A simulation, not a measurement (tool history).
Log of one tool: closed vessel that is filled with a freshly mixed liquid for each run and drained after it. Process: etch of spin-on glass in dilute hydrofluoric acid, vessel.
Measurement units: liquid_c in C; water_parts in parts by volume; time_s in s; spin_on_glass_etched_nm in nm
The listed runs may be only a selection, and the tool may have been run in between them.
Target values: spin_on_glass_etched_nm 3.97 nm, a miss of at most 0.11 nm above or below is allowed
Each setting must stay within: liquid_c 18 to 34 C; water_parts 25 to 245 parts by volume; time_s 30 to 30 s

{"run": 1, "hour": 0.0, "liquid_c": 26, "water_parts": 135, "time_s": 30, "spin_on_glass_etched_nm": 4.3944}
{"run": 2, "hour": 6.4, "liquid_c": 25.5, "water_parts": 135, "time_s": 30, "spin_on_glass_etched_nm": 4.3106}
{"run": 3, "hour": 10.3, "liquid_c": 26.5, "water_parts": 135, "time_s": 30, "spin_on_glass_etched_nm": 4.4982}
{"run": 4, "hour": 17.7, "liquid_c": 26, "water_parts": 135, "time_s": 30, "spin_on_glass_etched_nm": 4.4316}
{"run": 5, "hour": 19.5, "liquid_c": 26, "water_parts": 180, "time_s": 30, "spin_on_glass_etched_nm": 3.0806}
{"run": 6, "hour": 28.3, "liquid_c": 26, "water_parts": 180, "time_s": 30, "spin_on_glass_etched_nm": 3.1211}
{"run": 7, "hour": 30.2, "liquid_c": 30, "water_parts": 175, "time_s": 30, "spin_on_glass_etched_nm": 3.7382}
{"run": 8, "hour": 34.4, "liquid_c": 30, "water_parts": 175, "time_s": 30, "spin_on_glass_etched_nm": 3.7578}

Which of these 4 next moves meets every target?
{"run": "A", "hour": 38.6, "liquid_c": 28.5, "water_parts": 175, "time_s": 30, "spin_on_glass_etched_nm": "?"}
{"run": "B", "hour": 38.6, "liquid_c": 29, "water_parts": 160, "time_s": 30, "spin_on_glass_etched_nm": "?"}
{"run": "C", "hour": 38.6, "liquid_c": 28, "water_parts": 170, "time_s": 30, "spin_on_glass_etched_nm": "?"}
{"run": "D", "hour": 38.6, "liquid_c": 30.5, "water_parts": 185, "time_s": 30, "spin_on_glass_etched_nm": "?"}

move=A spin_on_glass_etched_nm=3.5343
move=B spin_on_glass_etched_nm=4.0148
move=C spin_on_glass_etched_nm=3.5979
move=D spin_on_glass_etched_nm=3.5366
A: moves away from the targets compared with the last run
B: every result lands within tolerance
C: moves away from the targets compared with the last run
D: moves away from the targets compared with the last run
The move that meets every target is B.

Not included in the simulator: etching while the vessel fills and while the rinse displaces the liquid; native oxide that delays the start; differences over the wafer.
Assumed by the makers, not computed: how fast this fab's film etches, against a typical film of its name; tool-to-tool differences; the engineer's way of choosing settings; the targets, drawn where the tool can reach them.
